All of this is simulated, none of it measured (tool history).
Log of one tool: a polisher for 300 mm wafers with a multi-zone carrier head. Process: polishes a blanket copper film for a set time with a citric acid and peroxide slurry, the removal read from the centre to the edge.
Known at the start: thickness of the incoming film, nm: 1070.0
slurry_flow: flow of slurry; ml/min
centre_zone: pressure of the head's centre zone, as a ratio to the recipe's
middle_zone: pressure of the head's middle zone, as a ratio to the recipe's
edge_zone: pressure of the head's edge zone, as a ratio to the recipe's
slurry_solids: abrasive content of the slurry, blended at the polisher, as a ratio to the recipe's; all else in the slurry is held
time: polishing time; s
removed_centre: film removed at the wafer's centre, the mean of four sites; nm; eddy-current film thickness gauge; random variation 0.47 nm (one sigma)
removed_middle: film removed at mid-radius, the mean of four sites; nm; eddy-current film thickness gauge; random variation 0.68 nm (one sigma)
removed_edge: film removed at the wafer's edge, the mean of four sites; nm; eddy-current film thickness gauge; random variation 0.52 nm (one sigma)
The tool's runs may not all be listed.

run 1 day=0.000 | slurry_flow=315 centre_zone=1.00 middle_zone=1.00 edge_zone=1.00 slurry_solids=1.00 time=32 | removed_centre=79.394 removed_middle=83.077 removed_edge=80.456
run 2 day=0.029 | slurry_flow=315 centre_zone=1.08 middle_zone=1.00 edge_zone=1.00 slurry_solids=1.00 time=32 | removed_centre=86.352 removed_middle=83.494 removed_edge=80.006
run 3 day=0.379 | slurry_flow=310 centre_zone=1.05 middle_zone=0.99 edge_zone=0.99 slurry_solids=0.90 time=30 | removed_centre=76.910 removed_middle=73.887 removed_edge=72.361
run 4 day=0.538 | slurry_flow=305 centre_zone=1.01 middle_zone=0.99 edge_zone=0.98 slurry_solids=0.85 time=28 | removed_centre=67.531 removed_middle=68.253 removed_edge=67.351
run 5 day=0.633 | slurry_flow=305 centre_zone=1.01 middle_zone=0.99 edge_zone=0.98 slurry_solids=0.85 time=34 | removed_centre=81.759 removed_middle=83.712 removed_edge=80.137
run 6 day=0.704 | slurry_flow=300 centre_zone=0.99 middle_zone=0.98 edge_zone=0.96 slurry_solids=0.80 time=32 | removed_centre=75.325 removed_middle=77.594 removed_edge=74.382
run 7 day=0.767 | slurry_flow=300 centre_zone=0.97 middle_zone=0.98 edge_zone=0.95 slurry_solids=0.75 time=30 | removed_centre=66.496 removed_middle=70.520 removed_edge=69.242
run 8 day=0.938 | slurry_flow=295 centre_zone=0.96 middle_zone=0.98 edge_zone=0.94 slurry_solids=0.70 time=28 | removed_centre=60.545 removed_middle=63.757 removed_edge=62.301
run 9 day=1.208 | slurry_flow=270 centre_zone=0.86 middle_zone=0.91 edge_zone=0.87 slurry_solids=0.50 time=22 | removed_centre=38.390 removed_middle=42.064 removed_edge=41.760
run 10 day=1.550 | slurry_flow=280 centre_zone=0.87 middle_zone=0.92 edge_zone=0.89 slurry_solids=0.50 time=22 | removed_centre=38.432 removed_middle=45.133 removed_edge=43.394
run 11 day=1.629 | slurry_flow=305 centre_zone=0.95 middle_zone=0.86 edge_zone=0.94 slurry_solids=0.60 time=22 | removed_centre=44.384 removed_middle=44.620 removed_edge=47.151
run 12 day=1.688 | slurry_flow=305 centre_zone=0.94 middle_zone=0.87 edge_zone=0.94 slurry_solids=0.60 time=22 | removed_centre=45.466 removed_middle=44.289 removed_edge=46.196

The next listed run, before its measurement:
run 13 day=1.746 | slurry_flow=300 centre_zone=0.93 middle_zone=0.88 edge_zone=0.94 slurry_solids=0.60 time=22 | removed_centre=? removed_middle=? removed_edge=?

Run 13 gave removed_centre 45.200 nm, removed_middle 44.589 nm, removed_edge 46.529 nm.

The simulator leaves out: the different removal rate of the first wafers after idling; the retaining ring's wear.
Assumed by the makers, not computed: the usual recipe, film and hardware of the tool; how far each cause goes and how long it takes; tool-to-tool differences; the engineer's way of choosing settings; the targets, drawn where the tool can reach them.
